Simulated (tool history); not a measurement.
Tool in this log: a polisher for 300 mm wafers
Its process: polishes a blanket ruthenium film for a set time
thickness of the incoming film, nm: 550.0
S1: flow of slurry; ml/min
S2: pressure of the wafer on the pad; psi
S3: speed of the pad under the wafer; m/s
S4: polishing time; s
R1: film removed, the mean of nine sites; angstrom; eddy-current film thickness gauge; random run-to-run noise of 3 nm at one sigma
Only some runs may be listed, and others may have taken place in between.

run,hour,S1,S2,S3,S4,R1
1,0,190,2.2,1.28,113,1622.2
2,2.2,190,1.7,1.28,113,1267.9
3,6.6,190,2,1.28,113,1515.3
4,10.1,150,2,1.28,113,1380.8
5,15.6,165,2.2,1.28,113,1583.3
6,21.2,165,2.2,1.12,113,1351.8
7,24.7,165,2.8,1.16,113,1812.4

Run 8 has not been measured yet. What should we expect?
8,30.5,175,2.9,1.16,113,?

{"run 8": {"R1": 1945.3}}

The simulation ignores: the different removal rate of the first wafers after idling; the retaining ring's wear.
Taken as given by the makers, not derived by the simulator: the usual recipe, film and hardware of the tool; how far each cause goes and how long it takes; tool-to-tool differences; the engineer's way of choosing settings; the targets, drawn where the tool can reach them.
